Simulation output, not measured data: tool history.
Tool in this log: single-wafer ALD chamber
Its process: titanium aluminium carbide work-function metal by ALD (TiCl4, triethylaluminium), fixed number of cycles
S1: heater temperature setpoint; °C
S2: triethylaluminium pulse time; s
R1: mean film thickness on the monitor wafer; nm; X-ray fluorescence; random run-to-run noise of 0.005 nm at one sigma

run 1 hour=0 | S1=285 S2=9.93 | R1=1.7839
run 2 hour=6.8 | S1=275 S2=9.93 | R1=1.6989
run 3 hour=9.5 | S1=272 S2=8.59 | R1=1.6438
run 4 hour=15.2 | S1=277 S2=8.59 | R1=1.6873
run 5 hour=20.3 | S1=274 S2=7.57 | R1=1.6275
run 6 hour=21.6 | S1=274 S2=6.31 | R1=1.5726
run 7 hour=26.4 | S1=272 S2=6.02 | R1=1.5287

Run 8 comes next. What will it give?
run 8 hour=30.1 | S1=271 S2=5.92 | R1=?

Run 8 produced R1 1.5236 nm.
